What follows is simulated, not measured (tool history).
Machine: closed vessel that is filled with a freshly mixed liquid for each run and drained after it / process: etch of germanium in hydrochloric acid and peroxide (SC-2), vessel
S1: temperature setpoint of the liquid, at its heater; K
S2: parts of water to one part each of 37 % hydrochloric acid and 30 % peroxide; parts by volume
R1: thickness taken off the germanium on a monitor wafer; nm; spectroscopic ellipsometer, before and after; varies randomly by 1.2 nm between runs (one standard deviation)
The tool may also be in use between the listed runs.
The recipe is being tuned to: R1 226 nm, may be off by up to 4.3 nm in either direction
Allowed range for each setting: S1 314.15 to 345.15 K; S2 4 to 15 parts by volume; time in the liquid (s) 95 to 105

{"run": 1, "hour": 0.0, "S1": 330.15, "S2": 8.5, "time in the liquid (s)": 95, "R1": 299.91}
{"run": 2, "hour": 2.0, "S1": 326.65, "S2": 8.5, "time in the liquid (s)": 95, "R1": 269.2}
{"run": 3, "hour": 4.0, "S1": 326.15, "S2": 8.5, "time in the liquid (s)": 95, "R1": 264.01}
{"run": 4, "hour": 9.3, "S1": 325.65, "S2": 8.5, "time in the liquid (s)": 95, "R1": 264.17}
{"run": 5, "hour": 18.2, "S1": 325.65, "S2": 8.5, "time in the liquid (s)": 95, "R1": 260.15}
{"run": 6, "hour": 22.9, "S1": 325.15, "S2": 8.5, "time in the liquid (s)": 95, "R1": 255.29}
{"run": 7, "hour": 24.3, "S1": 325.15, "S2": 8.5, "time in the liquid (s)": 95, "R1": 257.91}
{"run": 8, "hour": 28.7, "S1": 320.15, "S2": 8.5, "time in the liquid (s)": 95, "R1": 219.81}

Next run, 4 choices. One meets every target within its allowed miss, the rest don't. Which?
{"run": "A", "hour": 33.1, "S1": 318.15, "S2": 7, "time in the liquid (s)": 100, "R1": "?"}
{"run": "B", "hour": 33.1, "S1": 319.65, "S2": 9, "time in the liquid (s)": 95, "R1": "?"}
{"run": "C", "hour": 33.1, "S1": 319.15, "S2": 7.5, "time in the liquid (s)": 100, "R1": "?"}
{"run": "D", "hour": 33.1, "S1": 319.65, "S2": 10, "time in the liquid (s)": 95, "R1": "?"}

move=A R1=219.28
move=B R1=215.37
move=C R1=225.78
move=D R1=213.49
A: moves away from the targets compared with the last run
B: moves away from the targets compared with the last run
C: every result lands within tolerance
D: moves away from the targets compared with the last run
Answer: C

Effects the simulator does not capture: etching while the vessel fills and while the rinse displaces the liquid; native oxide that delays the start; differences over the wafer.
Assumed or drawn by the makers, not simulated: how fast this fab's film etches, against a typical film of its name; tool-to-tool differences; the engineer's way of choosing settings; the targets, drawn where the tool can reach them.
